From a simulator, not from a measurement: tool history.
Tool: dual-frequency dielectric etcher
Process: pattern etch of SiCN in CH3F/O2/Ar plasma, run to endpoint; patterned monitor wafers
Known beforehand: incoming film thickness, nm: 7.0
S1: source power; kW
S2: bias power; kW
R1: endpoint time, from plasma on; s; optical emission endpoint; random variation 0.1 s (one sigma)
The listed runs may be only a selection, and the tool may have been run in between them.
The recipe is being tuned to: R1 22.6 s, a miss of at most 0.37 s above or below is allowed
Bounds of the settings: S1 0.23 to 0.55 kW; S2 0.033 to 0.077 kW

run	hour	S1	S2	R1
1	0	0.39	0.055	20.526
2	5.9	0.38	0.055	20.738
3	11.2	0.37	0.055	21.243
4	19.8	0.36	0.055	21.427
5	22	0.4	0.055	20.128
6	26.5	0.4	0.062	19.367
7	32.3	0.38	0.062	19.885
8	35.3	0.37	0.062	20.261
9	37.7	0.36	0.062	20.724
10	40.2	0.35	0.062	21.054
11	48.2	0.28	0.061	24.845
12	50.4	0.33	0.061	22.163

Consider the 5 candidate settings below. Which is the only one whose results all fall within their allowed miss of target?
A	52.6	0.34	0.06	?
B	52.6	0.3	0.067	?
C	52.6	0.3	0.061	?
D	52.6	0.28	0.07	?
E	52.6	0.35	0.057	?

move	R1
A	21.724
B	22.713
C	23.555
D	23.513
E	21.727
A: moves away from the targets compared with the last run
B: every result lands within tolerance
C: takes the biggest miss from the last run beyond its target
D: takes the biggest miss from the last run beyond its target
E: moves away from the targets compared with the last run
Answer: B

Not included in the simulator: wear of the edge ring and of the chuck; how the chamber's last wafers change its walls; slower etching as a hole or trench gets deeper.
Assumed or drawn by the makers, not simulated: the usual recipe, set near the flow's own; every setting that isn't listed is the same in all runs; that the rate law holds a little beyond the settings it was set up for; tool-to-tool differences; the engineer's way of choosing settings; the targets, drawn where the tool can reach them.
